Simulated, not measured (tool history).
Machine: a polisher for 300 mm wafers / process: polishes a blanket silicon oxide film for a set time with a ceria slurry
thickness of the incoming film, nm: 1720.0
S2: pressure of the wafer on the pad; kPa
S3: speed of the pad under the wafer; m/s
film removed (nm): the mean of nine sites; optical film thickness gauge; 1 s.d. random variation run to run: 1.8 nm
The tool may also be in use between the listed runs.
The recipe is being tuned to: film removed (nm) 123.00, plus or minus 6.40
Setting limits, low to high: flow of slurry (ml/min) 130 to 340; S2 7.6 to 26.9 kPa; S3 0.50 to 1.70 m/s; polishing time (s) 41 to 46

run 1 hour=0.0 | flow_of_slurry_(ml/min)=220 S2=17.2 S3=1.10 polishing_time_(s)=46 | film_removed_(nm)=192.63
run 2 hour=1.5 | flow_of_slurry_(ml/min)=220 S2=15.9 S3=1.10 polishing_time_(s)=46 | film_removed_(nm)=181.38
run 3 hour=6.6 | flow_of_slurry_(ml/min)=220 S2=15.9 S3=1.26 polishing_time_(s)=46 | film_removed_(nm)=207.80
run 4 hour=14.6 | flow_of_slurry_(ml/min)=220 S2=14.5 S3=1.24 polishing_time_(s)=46 | film_removed_(nm)=183.67
run 5 hour=16.0 | flow_of_slurry_(ml/min)=180 S2=14.5 S3=1.24 polishing_time_(s)=46 | film_removed_(nm)=179.91
run 6 hour=23.1 | flow_of_slurry_(ml/min)=180 S2=13.1 S3=1.24 polishing_time_(s)=46 | film_removed_(nm)=164.55
run 7 hour=31.9 | flow_of_slurry_(ml/min)=180 S2=8.3 S3=1.22 polishing_time_(s)=46 | film_removed_(nm)=106.33
run 8 hour=38.4 | flow_of_slurry_(ml/min)=180 S2=9.0 S3=1.22 polishing_time_(s)=46 | film_removed_(nm)=114.24

Consider the 5 candidate settings below. Which is the only one whose results all fall within their allowed miss of target?
run A hour=44.9 | flow_of_slurry_(ml/min)=155 S2=9.7 S3=1.08 polishing_time_(s)=45 | film_removed_(nm)=?
run B hour=44.9 | flow_of_slurry_(ml/min)=140 S2=12.4 S3=0.96 polishing_time_(s)=41 | film_removed_(nm)=?
run C hour=44.9 | flow_of_slurry_(ml/min)=195 S2=9.0 S3=1.30 polishing_time_(s)=46 | film_removed_(nm)=?
run D hour=44.9 | flow_of_slurry_(ml/min)=165 S2=8.3 S3=1.26 polishing_time_(s)=46 | film_removed_(nm)=?
run E hour=44.9 | flow_of_slurry_(ml/min)=190 S2=9.0 S3=1.22 polishing_time_(s)=42 | film_removed_(nm)=?

move=A film_removed_(nm)=105.15
move=B film_removed_(nm)=106.10
move=C film_removed_(nm)=124.39
move=D film_removed_(nm)=109.53
move=E film_removed_(nm)=106.39
A: misses by more than the last run did
B: misses by more than the last run did
C: hits every target within its allowed miss
D: misses by more than the last run did
E: misses by more than the last run did
Go with C: it meets all targets.

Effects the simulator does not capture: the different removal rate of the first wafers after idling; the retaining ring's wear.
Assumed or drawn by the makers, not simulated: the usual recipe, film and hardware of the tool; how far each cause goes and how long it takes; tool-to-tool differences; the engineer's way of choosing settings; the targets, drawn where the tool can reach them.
